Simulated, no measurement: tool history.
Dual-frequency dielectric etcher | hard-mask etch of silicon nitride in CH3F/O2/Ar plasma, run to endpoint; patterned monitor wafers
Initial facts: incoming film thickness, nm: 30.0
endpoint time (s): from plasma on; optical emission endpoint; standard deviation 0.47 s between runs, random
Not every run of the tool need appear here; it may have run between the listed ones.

run,hour,source power (kW),bias power (kW),endpoint time (s)
1,0.0,0.390,0.053,45.908
2,4.9,0.430,0.053,43.746
3,9.0,0.480,0.053,40.972
4,16.7,0.440,0.053,42.418
5,20.2,0.370,0.053,48.014
6,22.9,0.360,0.053,48.478
7,24.7,0.350,0.053,49.421
8,28.6,0.340,0.053,49.312
9,29.2,0.260,0.045,64.234
10,33.4,0.260,0.045,63.939
11,38.7,0.280,0.045,59.819
12,42.5,0.280,0.045,59.849
13,50.3,0.290,0.045,59.049
14,55.0,0.290,0.045,57.823

Run 15 has not been measured yet. What should we expect?
15,58.2,0.300,0.045,?

endpoint time (s): 57.017
